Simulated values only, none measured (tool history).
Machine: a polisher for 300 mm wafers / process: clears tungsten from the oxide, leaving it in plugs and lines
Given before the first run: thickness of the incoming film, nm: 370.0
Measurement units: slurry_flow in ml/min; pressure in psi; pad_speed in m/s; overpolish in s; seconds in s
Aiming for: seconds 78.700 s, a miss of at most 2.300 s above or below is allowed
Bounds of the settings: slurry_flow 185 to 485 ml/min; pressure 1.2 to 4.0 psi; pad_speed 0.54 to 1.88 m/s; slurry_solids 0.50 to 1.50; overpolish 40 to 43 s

run	hour	slurry_flow	pressure	pad_speed	slurry_solids	overpolish	seconds
1	0.0	310	2.6	1.20	1.00	40	118.330
2	6.0	355	2.6	1.20	1.00	40	119.330
3	12.9	355	2.7	1.20	1.00	40	114.620
4	19.6	355	2.8	1.20	1.00	40	109.430
5	26.5	355	2.9	1.20	1.00	40	106.920
6	35.4	355	2.9	1.20	0.90	40	108.050
7	41.8	355	3.0	1.20	0.90	40	106.680
8	48.1	355	3.1	1.20	0.90	40	101.880

Consider the 5 candidate settings below. Which is the only one whose results all fall within their allowed miss of target?
A	54.4	465	3.5	1.20	1.20	43	?
B	54.4	425	3.3	1.38	0.75	40	?
C	54.4	295	3.6	1.34	1.05	42	?
D	54.4	365	3.3	1.34	0.90	41	?
E	54.4	320	4.0	1.16	0.90	42	?

move	seconds
A	84.975
B	85.049
C	78.633
D	86.021
E	83.330
A: nearer the targets than the last run, but a result is still out of spec
B: nearer the targets than the last run, but a result is still out of spec
C: all results land within tolerance of their targets
D: nearer the targets than the last run, but a result is still out of spec
E: nearer the targets than the last run, but a result is still out of spec
C meets every target.
